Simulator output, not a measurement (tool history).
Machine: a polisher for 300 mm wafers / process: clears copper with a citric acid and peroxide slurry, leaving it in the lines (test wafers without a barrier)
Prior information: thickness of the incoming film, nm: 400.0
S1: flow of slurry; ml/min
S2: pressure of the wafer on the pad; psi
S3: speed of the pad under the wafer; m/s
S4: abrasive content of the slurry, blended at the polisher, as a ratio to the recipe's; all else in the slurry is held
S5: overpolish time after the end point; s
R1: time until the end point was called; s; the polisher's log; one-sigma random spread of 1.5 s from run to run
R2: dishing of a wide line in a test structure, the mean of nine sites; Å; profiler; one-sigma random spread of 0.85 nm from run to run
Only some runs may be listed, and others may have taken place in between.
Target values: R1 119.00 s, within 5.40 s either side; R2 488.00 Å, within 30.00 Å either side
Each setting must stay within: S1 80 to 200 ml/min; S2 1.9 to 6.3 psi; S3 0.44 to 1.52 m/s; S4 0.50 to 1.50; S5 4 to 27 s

run,hour,S1,S2,S3,S4,S5,R1,R2
1,0.0,130,4.1,0.98,1.00,14,112.14,361.91
2,6.1,130,4.1,0.98,0.85,14,115.83,352.21
3,13.9,130,4.1,0.98,1.05,14,113.07,354.03
4,22.7,160,4.1,0.98,1.05,14,108.01,373.72
5,31.2,160,4.1,0.98,1.05,10,111.98,269.47
6,38.7,160,4.1,0.80,1.05,10,130.72,227.75
7,43.8,155,4.1,0.80,1.05,11,130.44,246.29
8,45.7,140,4.6,0.80,1.05,17,124.14,384.82

Of the 5 settings listed for the next run, only one would bring every result within its allowed miss of target. Which one?
A,47.6,165,4.9,0.88,1.05,19,?,?
B,47.6,150,3.5,0.96,1.35,22,?,?
C,47.6,140,4.7,0.72,0.95,23,?,?
D,47.6,130,4.6,0.82,1.15,18,?,?
E,47.6,170,4.6,0.80,1.10,18,?,?

move,R1,R2
A,107.06,481.38
B,123.26,476.28
C,139.61,453.08
D,122.30,412.74
E,121.96,413.71
A: gets the furthest-off result to its target, but another result is out of tolerance
B: all results land within tolerance of their targets
C: further off than the last run
D: an improvement on the last run, though not all results are within tolerance
E: an improvement on the last run, though not all results are within tolerance
B is the move that brings every result within its allowed miss.

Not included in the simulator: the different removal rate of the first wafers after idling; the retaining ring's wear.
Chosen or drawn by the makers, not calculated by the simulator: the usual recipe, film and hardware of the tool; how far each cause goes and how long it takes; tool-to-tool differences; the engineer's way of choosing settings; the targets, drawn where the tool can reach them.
